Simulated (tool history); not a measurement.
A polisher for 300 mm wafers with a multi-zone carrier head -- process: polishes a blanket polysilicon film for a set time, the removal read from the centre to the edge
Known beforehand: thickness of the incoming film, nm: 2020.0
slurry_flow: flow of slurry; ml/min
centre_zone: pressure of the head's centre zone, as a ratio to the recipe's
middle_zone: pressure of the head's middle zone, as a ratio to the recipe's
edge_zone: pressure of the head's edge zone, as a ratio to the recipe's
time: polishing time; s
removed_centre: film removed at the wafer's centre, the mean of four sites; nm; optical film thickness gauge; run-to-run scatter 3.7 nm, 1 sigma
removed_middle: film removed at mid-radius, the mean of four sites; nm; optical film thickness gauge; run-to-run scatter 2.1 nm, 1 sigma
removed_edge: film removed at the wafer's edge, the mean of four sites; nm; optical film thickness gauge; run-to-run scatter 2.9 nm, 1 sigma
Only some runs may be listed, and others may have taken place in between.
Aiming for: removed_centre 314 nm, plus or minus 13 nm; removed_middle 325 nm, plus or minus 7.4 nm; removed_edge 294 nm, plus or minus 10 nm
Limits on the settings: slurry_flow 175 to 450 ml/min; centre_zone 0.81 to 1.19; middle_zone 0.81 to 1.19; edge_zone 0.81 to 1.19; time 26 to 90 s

Run 1, hour 0: slurry_flow 290 ml/min, centre_zone 1, middle_zone 1, edge_zone 1, time 58 s. Result: removed_centre 362.17 nm, removed_middle 366.23 nm, removed_edge 366.5 nm.
Run 2, hour 5.7: slurry_flow 315 ml/min, centre_zone 1, middle_zone 1, edge_zone 1, time 58 s. Result: removed_centre 370.86 nm, removed_middle 373.19 nm, removed_edge 373.58 nm.
Run 3, hour 12.7: slurry_flow 315 ml/min, centre_zone 1, middle_zone 0.97, edge_zone 1, time 58 s. Result: removed_centre 367.19 nm, removed_middle 365.74 nm, removed_edge 370.39 nm.
Run 4, hour 15.8: slurry_flow 310 ml/min, centre_zone 1, middle_zone 0.98, edge_zone 0.97, time 57 s. Result: removed_centre 366.52 nm, removed_middle 360.34 nm, removed_edge 363.4 nm.
Run 5, hour 23.2: slurry_flow 300 ml/min, centre_zone 1, middle_zone 1, edge_zone 0.95, time 56 s. Result: removed_centre 354.17 nm, removed_middle 360.92 nm, removed_edge 341.27 nm.
Run 6, hour 28.7: slurry_flow 300 ml/min, centre_zone 1, middle_zone 1, edge_zone 1.03, time 56 s. Result: removed_centre 354.43 nm, removed_middle 361.59 nm, removed_edge 362.81 nm.
Run 7, hour 29.7: slurry_flow 290 ml/min, centre_zone 1, middle_zone 1, edge_zone 1, time 56 s. Result: removed_centre 357.01 nm, removed_middle 359.95 nm, removed_edge 355.27 nm.
Run 8, hour 34.8: slurry_flow 265 ml/min, centre_zone 0.93, middle_zone 0.99, edge_zone 0.9, time 50 s. Result: removed_centre 294.98 nm, removed_middle 313.01 nm, removed_edge 300.21 nm.
Run 9, hour 35.4: slurry_flow 270 ml/min, centre_zone 0.94, middle_zone 0.99, edge_zone 0.9, time 50 s. Result: removed_centre 302.38 nm, removed_middle 314.53 nm, removed_edge 301.74 nm.
Run 10, hour 42.3: slurry_flow 275 ml/min, centre_zone 0.94, middle_zone 0.99, edge_zone 0.89, time 50 s. Result: removed_centre 295.62 nm, removed_middle 316.09 nm, removed_edge 301.2 nm.
Run 11, hour 46.7: slurry_flow 275 ml/min, centre_zone 0.95, middle_zone 0.99, edge_zone 0.89, time 50 s. Result: removed_centre 300.22 nm, removed_middle 317.15 nm, removed_edge 299.16 nm.
Run 12, hour 54.1: slurry_flow 280 ml/min, centre_zone 0.96, middle_zone 0.99, edge_zone 0.89, time 50 s. Result: removed_centre 313.57 nm, removed_middle 312.93 nm, removed_edge 301.76 nm.

Exercise: of the 4 proposed moves below, exactly one satisfies all targets within the stated allowed misses. Which move is it?
Run A, hour 61.5: slurry_flow 290 ml/min, centre_zone 0.98, middle_zone 0.9, edge_zone 0.92, time 50 s. Result: removed_centre ?, removed_middle ?, removed_edge ?.
Run B, hour 61.5: slurry_flow 290 ml/min, centre_zone 0.99, middle_zone 0.94, edge_zone 0.84, time 51 s. Result: removed_centre ?, removed_middle ?, removed_edge ?.
Run C, hour 61.5: slurry_flow 340 ml/min, centre_zone 0.94, middle_zone 1.01, edge_zone 0.82, time 50 s. Result: removed_centre ?, removed_middle ?, removed_edge ?.
Run D, hour 61.5: slurry_flow 275 ml/min, centre_zone 0.89, middle_zone 0.87, edge_zone 0.87, time 53 s. Result: removed_centre ?, removed_middle ?, removed_edge ?.

move  removed_centre  removed_middle  removed_edge
   A          309.15          294.18        305.64
   B          317.43          311.15        298.99
   C          306.88          329.31         293.3
   D          306.79           301.5        314.49
A: its largest miss is bigger than the last run's
B: its largest miss is bigger than the last run's
C: in spec on every target
D: its largest miss is bigger than the last run's
C meets every target.
